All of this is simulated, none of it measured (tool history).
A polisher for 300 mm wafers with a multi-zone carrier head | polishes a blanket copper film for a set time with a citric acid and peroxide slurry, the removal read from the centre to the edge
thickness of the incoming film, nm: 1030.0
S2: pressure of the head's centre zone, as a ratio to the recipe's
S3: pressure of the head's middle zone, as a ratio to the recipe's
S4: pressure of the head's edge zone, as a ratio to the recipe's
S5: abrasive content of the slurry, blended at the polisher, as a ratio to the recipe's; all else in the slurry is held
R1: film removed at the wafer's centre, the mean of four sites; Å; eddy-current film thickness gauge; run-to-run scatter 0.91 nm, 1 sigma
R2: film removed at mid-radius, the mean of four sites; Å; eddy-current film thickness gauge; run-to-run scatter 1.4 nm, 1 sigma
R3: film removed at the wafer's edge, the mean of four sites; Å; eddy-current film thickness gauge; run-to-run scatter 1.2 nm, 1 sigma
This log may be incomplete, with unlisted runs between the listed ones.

run 1 hour=0 | flow_of_slurry_(ml/min)=200 S2=1 S3=1 S4=1 S5=1 polishing_time_(s)=74 | R1=2043.2 R2=2090.9 R3=2031.7
run 2 hour=4.8 | flow_of_slurry_(ml/min)=200 S2=1 S3=1 S4=1 S5=1 polishing_time_(s)=84 | R1=2352.2 R2=2273.7 R3=2351.3
run 3 hour=13.3 | flow_of_slurry_(ml/min)=200 S2=0.95 S3=1 S4=1 S5=1 polishing_time_(s)=84 | R1=2182.7 R2=2309.9 R3=2328
run 4 hour=20.8 | flow_of_slurry_(ml/min)=195 S2=0.95 S3=0.98 S4=0.99 S5=0.95 polishing_time_(s)=78 | R1=2037.3 R2=2149.2 R3=2110.8
run 5 hour=29.2 | flow_of_slurry_(ml/min)=195 S2=0.91 S3=0.98 S4=0.99 S5=0.95 polishing_time_(s)=78 | R1=1957.7 R2=2053.6 R3=2145.5
run 6 hour=38.1 | flow_of_slurry_(ml/min)=195 S2=0.91 S3=0.98 S4=0.99 S5=1.15 polishing_time_(s)=78 | R1=2057.1 R2=2146.7 R3=2219.4
run 7 hour=41.5 | flow_of_slurry_(ml/min)=140 S2=0.97 S3=0.95 S4=0.89 S5=0.9 polishing_time_(s)=57 | R1=1367.6 R2=1387.1 R3=1394.3
run 8 hour=44.9 | flow_of_slurry_(ml/min)=140 S2=0.97 S3=0.94 S4=0.88 S5=0.85 polishing_time_(s)=55 | R1=1316 R2=1274.8 R3=1312.8
run 9 hour=49.8 | flow_of_slurry_(ml/min)=140 S2=0.97 S3=0.94 S4=0.87 S5=0.8 polishing_time_(s)=53 | R1=1237.8 R2=1244.8 R3=1250.9
run 10 hour=51.2 | flow_of_slurry_(ml/min)=140 S2=0.97 S3=0.94 S4=0.87 S5=0.8 polishing_time_(s)=53 | R1=1227 R2=1231.5 R3=1253.8
run 11 hour=55 | flow_of_slurry_(ml/min)=140 S2=0.97 S3=0.94 S4=0.87 S5=0.8 polishing_time_(s)=53 | R1=1227.5 R2=1225 R3=1210.2
run 12 hour=59.4 | flow_of_slurry_(ml/min)=140 S2=0.96 S3=0.93 S4=0.87 S5=0.75 polishing_time_(s)=53 | R1=1200.1 R2=1164.9 R3=1211.5
run 13 hour=60.1 | flow_of_slurry_(ml/min)=160 S2=0.98 S3=0.99 S4=0.84 S5=0.55 polishing_time_(s)=36 | R1=778.18 R2=783.64 R3=762.94
run 14 hour=62.2 | flow_of_slurry_(ml/min)=160 S2=0.99 S3=0.99 S4=0.85 S5=0.6 polishing_time_(s)=36 | R1=818.87 R2=840.86 R3=774.26
run 15 hour=70.5 | flow_of_slurry_(ml/min)=160 S2=0.99 S3=0.98 S4=0.87 S5=0.6 polishing_time_(s)=36 | R1=834.31 R2=822.77 R3=789.7
run 16 hour=77.9 | flow_of_slurry_(ml/min)=160 S2=0.99 S3=0.98 S4=0.88 S5=0.65 polishing_time_(s)=36 | R1=835.71 R2=832.03 R3=799.53
run 17 hour=79.6 | flow_of_slurry_(ml/min)=160 S2=0.99 S3=0.97 S4=0.88 S5=0.7 polishing_time_(s)=36 | R1=847.01 R2=842.38 R3=813.22
run 18 hour=87.3 | flow_of_slurry_(ml/min)=215 S2=1.04 S3=1 S4=0.98 S5=0.95 polishing_time_(s)=37 | R1=1047.5 R2=1034.6 R3=994.62

Expected results for the next run?
run 19 hour=90.7 | flow_of_slurry_(ml/min)=215 S2=1.02 S3=0.98 S4=0.98 S5=0.9 polishing_time_(s)=37 | R1=? R2=? R3=?

{"run 19": {"R1": 1008.1, "R2": 996.45, "R3": 970.04}}
